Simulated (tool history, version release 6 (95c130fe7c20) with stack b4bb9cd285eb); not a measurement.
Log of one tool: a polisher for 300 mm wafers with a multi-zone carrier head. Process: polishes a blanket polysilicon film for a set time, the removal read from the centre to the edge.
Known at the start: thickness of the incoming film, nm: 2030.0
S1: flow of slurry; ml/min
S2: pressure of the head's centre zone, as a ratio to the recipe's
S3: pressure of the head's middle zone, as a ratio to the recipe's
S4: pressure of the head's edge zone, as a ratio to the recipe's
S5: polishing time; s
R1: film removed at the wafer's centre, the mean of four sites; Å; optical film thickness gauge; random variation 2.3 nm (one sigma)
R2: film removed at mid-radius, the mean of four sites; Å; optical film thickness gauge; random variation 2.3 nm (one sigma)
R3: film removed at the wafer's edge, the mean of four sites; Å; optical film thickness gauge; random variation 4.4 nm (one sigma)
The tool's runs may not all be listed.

run	hour	S1	S2	S3	S4	S5	R1	R2	R3
1	0.0	155	1.00	1.00	1.00	50	4744.0	4575.0	4599.6
2	8.3	155	1.00	0.92	1.00	50	4674.7	4267.1	4635.9
3	9.7	155	0.92	0.92	1.00	50	4321.0	4250.6	4671.8
4	13.2	150	0.91	0.92	0.98	48	4003.0	4106.7	4478.7
5	21.4	150	0.91	0.92	0.97	46	3922.3	3886.5	4122.8
6	25.0	150	0.96	0.92	0.97	46	4137.2	3826.2	4049.8
7	26.8	145	0.94	0.92	0.96	45	3913.7	3809.6	4080.9
8	32.7	160	0.88	0.95	0.87	31	2610.9	2743.0	2688.8

Run 9 comes next. What will it give?
9	39.2	165	0.88	0.96	0.89	31	?	?	?

R1: 2622.4 Å
R2: 2762.9 Å
R3: 2701.7 Å
